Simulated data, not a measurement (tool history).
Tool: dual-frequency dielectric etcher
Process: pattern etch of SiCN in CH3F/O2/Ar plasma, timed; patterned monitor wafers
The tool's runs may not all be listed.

run  hour  source power (kW)  bias power (kW)  etch time (s)  mean etch depth across the wafer (nm)
  1   0.0              0.300            0.090             52                                 19.273
  2   7.7              0.300            0.085             52                                 18.868
  3   9.2              0.260            0.077             52                                 16.578
  4  17.0              0.300            0.077             52                                 18.291
  5  22.4              0.260            0.071             52                                 16.469
  6  23.9              0.240            0.067             52                                 15.366
  7  28.9              0.220            0.064             52                                 14.130

Predict the results of run 8:
  8  30.5              0.210            0.062             52                                      ?

{"run 8": {"mean etch depth across the wafer (nm)": 13.559}}

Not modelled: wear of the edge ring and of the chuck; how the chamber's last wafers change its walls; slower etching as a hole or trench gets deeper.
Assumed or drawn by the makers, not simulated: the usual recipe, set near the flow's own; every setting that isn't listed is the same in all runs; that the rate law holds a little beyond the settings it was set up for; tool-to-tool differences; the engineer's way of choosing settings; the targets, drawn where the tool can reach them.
